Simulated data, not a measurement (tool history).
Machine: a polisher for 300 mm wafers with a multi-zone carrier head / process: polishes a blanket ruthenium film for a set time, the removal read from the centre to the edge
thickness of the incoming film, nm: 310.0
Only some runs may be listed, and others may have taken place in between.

run,hour,flow of slurry (ml/min),pressure of the head's centre zone,pressure of the head's middle zone,pressure of the head's edge zone,polishing time (s),film removed at the wafer's centre (Å),film removed at mid-radius (Å),film removed at the wafer's edge (Å)
1,0.0,130,1.00,1.00,1.00,82,776.06,760.71,804.96
2,1.8,130,1.00,1.00,1.07,82,791.56,764.81,807.83
3,10.4,130,1.00,1.01,1.06,74,704.84,700.42,732.05
4,15.5,130,1.01,1.01,1.05,68,649.82,650.15,664.74
5,20.0,130,1.01,1.01,1.05,58,567.56,546.39,585.88
6,22.0,130,1.02,1.02,1.03,55,533.40,517.19,538.61
7,24.2,125,1.02,1.03,1.01,55,533.12,533.22,534.88
8,27.9,120,1.02,1.02,0.99,54,513.86,505.30,512.27
9,29.6,115,1.02,1.02,0.98,54,512.22,500.70,512.35
10,33.5,115,1.02,1.02,0.98,54,504.57,506.47,505.32
11,36.9,110,1.02,1.01,0.97,54,510.20,487.43,496.13

Run 12 comes next. What will it give?
12,41.7,85,0.95,1.03,0.90,52,?,?,?

film removed at the wafer's centre (Å): 420.37
film removed at mid-radius (Å): 447.98
film removed at the wafer's edge (Å): 449.58
